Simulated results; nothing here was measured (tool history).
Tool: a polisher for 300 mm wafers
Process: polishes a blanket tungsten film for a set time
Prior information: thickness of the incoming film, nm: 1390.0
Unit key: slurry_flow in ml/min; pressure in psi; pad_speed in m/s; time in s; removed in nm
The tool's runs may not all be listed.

| run | hour | slurry_flow | pressure | pad_speed | slurry_solids | time | removed |
|---|---|---|---|---|---|---|---|
| 1 | 0.0 | 210 | 3.6 | 0.86 | 1.00 | 51 | 168.710 |
| 2 | 1.7 | 210 | 3.6 | 0.86 | 1.10 | 51 | 171.620 |
| 3 | 3.8 | 210 | 3.2 | 0.86 | 1.10 | 51 | 158.780 |
| 4 | 7.0 | 210 | 3.2 | 1.00 | 1.10 | 51 | 184.260 |
| 5 | 10.5 | 205 | 2.9 | 0.96 | 1.10 | 51 | 162.310 |
| 6 | 12.2 | 205 | 3.5 | 0.96 | 1.10 | 51 | 188.600 |
| 7 | 17.0 | 205 | 3.5 | 0.96 | 1.10 | 51 | 187.730 |
| 8 | 25.9 | 200 | 3.2 | 0.92 | 1.10 | 51 | 169.510 |
| 9 | 27.7 | 195 | 2.2 | 0.68 | 1.05 | 51 | 98.560 |
| 10 | 29.9 | 195 | 2.2 | 0.68 | 1.05 | 51 | 98.545 |

Predict the results of run 11:
| 11 | 31.4 | 195 | 2.1 | 0.68 | 1.05 | 51 | ? |

removed: 95.624 nm
